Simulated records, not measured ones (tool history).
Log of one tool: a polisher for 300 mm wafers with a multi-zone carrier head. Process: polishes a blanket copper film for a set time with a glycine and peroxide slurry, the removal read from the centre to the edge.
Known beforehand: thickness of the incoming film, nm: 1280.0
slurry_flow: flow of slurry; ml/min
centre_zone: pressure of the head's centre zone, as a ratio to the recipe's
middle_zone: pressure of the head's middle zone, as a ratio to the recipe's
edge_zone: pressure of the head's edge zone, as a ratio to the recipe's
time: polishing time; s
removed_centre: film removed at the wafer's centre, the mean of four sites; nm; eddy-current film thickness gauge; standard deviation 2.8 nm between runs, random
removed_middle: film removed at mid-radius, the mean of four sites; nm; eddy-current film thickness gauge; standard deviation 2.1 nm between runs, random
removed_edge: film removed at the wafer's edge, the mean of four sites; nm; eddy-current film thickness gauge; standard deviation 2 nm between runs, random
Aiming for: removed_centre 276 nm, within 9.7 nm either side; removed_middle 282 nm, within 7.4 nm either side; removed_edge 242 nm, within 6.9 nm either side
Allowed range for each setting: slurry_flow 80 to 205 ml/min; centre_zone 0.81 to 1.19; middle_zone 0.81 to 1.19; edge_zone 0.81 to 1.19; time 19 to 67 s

run    day  slurry_flow  centre_zone  middle_zone  edge_zone  time  removed_centre  removed_middle  removed_edge
  1      0          135            1            1          1    43          282.05          277.41        285.63
  2  0.321          135         1.01         1.02       0.97    43          290.48           282.2        279.12
  3  0.383          135         0.98         1.02       0.97    43          283.11          281.89        274.86
  4  0.671          130         0.97         1.03       0.95    43          273.66          275.45        273.73
  5  0.742          135         0.97         1.05       0.93    43          278.81          285.54        276.03
  6  0.812          135         0.98         1.07       0.91    42          275.75          282.18        260.83
  7  1.017          135         0.98         1.08        0.9    42          272.67          283.44        261.34
  8  1.358          135         0.99         1.09       0.88    42          278.34          286.51         256.8
  9  1.629          120            1         1.11       0.82    41          263.98          274.07        241.16

Which of these 5 next moves meets every target?
  A  1.9          110         1.05         1.13       0.81    42               ?               ?             ?
  B  1.9           80         1.07         1.08       0.84    44               ?               ?             ?
  C  1.9          130         1.02         1.07       0.86    40               ?               ?             ?
  D  1.9          110         1.07            1       0.81    43               ?               ?             ?
  E  1.9           90         0.95         1.14       0.84    43               ?               ?             ?

move  removed_centre  removed_middle  removed_edge
   A          273.79          278.48        241.44
   B           257.1             254        239.44
   C          267.18          266.73        243.38
   D          284.61          262.48        247.53
   E           239.6           269.4        240.66
A: all results land within tolerance of their targets
B: further off than the last run
C: brings the result that was furthest off to its target, and leaves another outside
D: brings the result that was furthest off to its target, and leaves another outside
E: further off than the last run
A meets every target.
